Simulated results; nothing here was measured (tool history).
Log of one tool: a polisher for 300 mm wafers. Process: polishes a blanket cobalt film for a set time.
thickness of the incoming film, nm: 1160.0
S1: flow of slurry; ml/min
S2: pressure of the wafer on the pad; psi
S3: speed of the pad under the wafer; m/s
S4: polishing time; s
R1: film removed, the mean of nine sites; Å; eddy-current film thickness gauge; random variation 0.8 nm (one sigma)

run	hour	S1	S2	S3	S4	R1
1	0.0	190	1.6	0.82	44	1727.60
2	3.6	170	1.6	0.82	44	1736.80
3	9.3	170	1.4	0.78	44	1384.60
4	10.7	170	1.6	0.78	44	1600.70
5	16.5	170	1.6	0.78	39	1437.30
6	19.2	165	1.4	0.78	39	1233.50
7	21.8	160	1.3	0.78	39	1157.10
8	24.8	155	1.2	0.78	39	1050.00

Run 9 comes next. What will it give?
9	33.7	150	1.1	0.78	39	?

R1: 985.25 Å
